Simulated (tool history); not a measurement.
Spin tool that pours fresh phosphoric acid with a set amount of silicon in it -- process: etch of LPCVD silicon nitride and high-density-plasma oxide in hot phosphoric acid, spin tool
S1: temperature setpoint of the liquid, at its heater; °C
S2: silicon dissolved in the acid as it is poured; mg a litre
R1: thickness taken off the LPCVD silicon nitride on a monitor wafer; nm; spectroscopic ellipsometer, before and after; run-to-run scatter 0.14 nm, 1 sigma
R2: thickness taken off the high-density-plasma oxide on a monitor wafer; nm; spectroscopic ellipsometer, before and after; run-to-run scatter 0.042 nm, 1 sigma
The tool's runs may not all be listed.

{"run": 1, "day": 0.0, "S1": 161, "S2": 11, "time under the liquid (s)": 180, "R1": 17.545, "R2": 0.39164}
{"run": 2, "day": 0.042, "S1": 162.5, "S2": 11, "time under the liquid (s)": 180, "R1": 18.597, "R2": 0.41998}
{"run": 3, "day": 0.396, "S1": 162.5, "S2": 7, "time under the liquid (s)": 180, "R1": 18.694, "R2": 0.4569}
{"run": 4, "day": 0.712, "S1": 162.5, "S2": 7, "time under the liquid (s)": 140, "R1": 14.492, "R2": 0.35551}
{"run": 5, "day": 0.783, "S1": 162.5, "S2": 4, "time under the liquid (s)": 140, "R1": 14.403, "R2": 0.38229}
{"run": 6, "day": 1.158, "S1": 162.5, "S2": 6.5, "time under the liquid (s)": 140, "R1": 14.505, "R2": 0.38638}
{"run": 7, "day": 1.4, "S1": 163, "S2": 7, "time under the liquid (s)": 160, "R1": 16.839, "R2": 0.34535}
{"run": 8, "day": 1.483, "S1": 163, "S2": 5.5, "time under the liquid (s)": 180, "R1": 18.765, "R2": 0.4459}

Predict the results of run 9:
{"run": 9, "day": 1.812, "S1": 163.5, "S2": 4.5, "time under the liquid (s)": 195, "R1": "?", "R2": "?"}

R1: 21.049 nm
R2: 0.60447 nm
